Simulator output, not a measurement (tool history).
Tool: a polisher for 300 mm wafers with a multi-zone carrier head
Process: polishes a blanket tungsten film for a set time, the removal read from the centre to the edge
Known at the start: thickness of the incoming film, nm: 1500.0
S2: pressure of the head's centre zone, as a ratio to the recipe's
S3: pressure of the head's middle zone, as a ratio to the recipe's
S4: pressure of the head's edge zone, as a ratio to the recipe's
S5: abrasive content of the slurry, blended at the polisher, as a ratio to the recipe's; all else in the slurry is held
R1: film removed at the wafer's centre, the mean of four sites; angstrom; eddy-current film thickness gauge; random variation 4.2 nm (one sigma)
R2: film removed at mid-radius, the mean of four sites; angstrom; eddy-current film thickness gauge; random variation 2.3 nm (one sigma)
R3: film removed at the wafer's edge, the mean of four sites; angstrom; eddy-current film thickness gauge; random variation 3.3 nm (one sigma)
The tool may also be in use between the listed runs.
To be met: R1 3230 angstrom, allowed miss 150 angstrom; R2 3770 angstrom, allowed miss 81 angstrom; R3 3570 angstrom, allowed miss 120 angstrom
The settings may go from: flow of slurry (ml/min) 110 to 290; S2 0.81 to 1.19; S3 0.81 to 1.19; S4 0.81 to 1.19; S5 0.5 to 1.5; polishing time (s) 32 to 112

run 1 day=0 | flow_of_slurry_(ml/min)=185 S2=1 S3=1 S4=1 S5=1 polishing_time_(s)=72 | R1=5784.8 R2=5670.9 R3=5846.8
run 2 day=0.304 | flow_of_slurry_(ml/min)=180 S2=0.98 S3=1 S4=0.98 S5=0.95 polishing_time_(s)=70 | R1=5367 R2=5486.9 R3=5541.9
run 3 day=0.546 | flow_of_slurry_(ml/min)=180 S2=0.98 S3=1 S4=0.98 S5=0.95 polishing_time_(s)=85 | R1=6585 R2=6702.9 R3=6578.5
run 4 day=0.775 | flow_of_slurry_(ml/min)=175 S2=0.97 S3=0.99 S4=0.96 S5=0.9 polishing_time_(s)=82 | R1=6169.3 R2=6298.9 R3=6402.3
run 5 day=0.817 | flow_of_slurry_(ml/min)=175 S2=0.97 S3=0.99 S4=0.96 S5=0.8 polishing_time_(s)=82 | R1=5881.9 R2=6169.5 R3=6080.5
run 6 day=1.129 | flow_of_slurry_(ml/min)=175 S2=1.04 S3=0.99 S4=0.96 S5=0.8 polishing_time_(s)=82 | R1=6351.3 R2=6194.8 R3=6222
run 7 day=1.504 | flow_of_slurry_(ml/min)=175 S2=1.03 S3=0.99 S4=0.95 S5=0.75 polishing_time_(s)=78 | R1=5849.1 R2=5821.7 R3=5926.9
run 8 day=1.583 | flow_of_slurry_(ml/min)=180 S2=1.03 S3=1 S4=0.94 S5=0.7 polishing_time_(s)=74 | R1=5763.8 R2=5551.9 R3=5469.4
-- day=1.862 slurry nozzle cleaned
run 9 day=1.862 | flow_of_slurry_(ml/min)=180 S2=1.03 S3=1 S4=0.94 S5=0.7 polishing_time_(s)=74 | R1=5889.6 R2=5690.4 R3=5545.4
run 10 day=2.192 | flow_of_slurry_(ml/min)=175 S2=1.01 S3=1 S4=0.93 S5=0.7 polishing_time_(s)=71 | R1=5515.5 R2=5425.2 R3=5399.2
run 11 day=2.246 | flow_of_slurry_(ml/min)=220 S2=0.91 S3=1.1 S4=0.87 S5=0.5 polishing_time_(s)=51 | R1=3603.9 R2=4146 R3=3683.9

4 next moves are on the table. One of them brings every result within its allowed miss. Which?
run A day=2.3 | flow_of_slurry_(ml/min)=150 S2=0.88 S3=1.05 S4=0.9 S5=0.5 polishing_time_(s)=51 | R1=? R2=? R3=?
run B day=2.3 | flow_of_slurry_(ml/min)=285 S2=1.07 S3=0.98 S4=0.97 S5=0.5 polishing_time_(s)=47 | R1=? R2=? R3=?
run C day=2.3 | flow_of_slurry_(ml/min)=220 S2=1.05 S3=0.9 S4=0.88 S5=0.5 polishing_time_(s)=53 | R1=? R2=? R3=?
run D day=2.3 | flow_of_slurry_(ml/min)=235 S2=1.05 S3=0.99 S4=0.81 S5=0.5 polishing_time_(s)=52 | R1=? R2=? R3=?

move=A R1=3181.6 R2=3719.2 R3=3519.3
move=B R1=3941.8 R2=3569.9 R3=3573.8
move=C R1=4212.7 R2=3632.3 R3=3829.2
move=D R1=4177.3 R2=3894.6 R3=3694.4
A: meets every target
B: takes the result that was furthest off past its target
C: takes the result that was furthest off past its target
D: further off than the last run
Answer: A
